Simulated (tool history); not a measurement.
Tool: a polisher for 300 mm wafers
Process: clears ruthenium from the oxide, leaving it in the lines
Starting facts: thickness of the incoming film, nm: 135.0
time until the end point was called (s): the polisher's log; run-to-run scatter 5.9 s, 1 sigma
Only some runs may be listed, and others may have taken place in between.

run	hour	flow of slurry (ml/min)	pressure of the wafer on the pad (kPa)	speed of the pad under the wafer (cm/s)	overpolish time after the end point (s)	time until the end point was called (s)
1	0	270	12.4	124	46	114.94
2	4.7	270	15.2	124	46	97.872
3	10.2	245	13.1	110	46	129.05
4	16.9	245	11.7	110	46	139.7
5	23.9	225	10.3	98	46	183.64
6	28.5	225	10.3	118	46	155.4
7	30.7	210	9	106	46	191.18
8	37.1	200	8.3	96	46	229.57
9	45	195	7.6	88	46	276.33
10	52.4	195	6.9	84	46	318.43
11	53.7	195	6.9	82	46	312.65
12	58	195	6.9	80	46	323.42

Estimate the outcome of run 13 from the log above:
13	59	195	6.9	78	46	?

time until the end point was called (s): 335.59
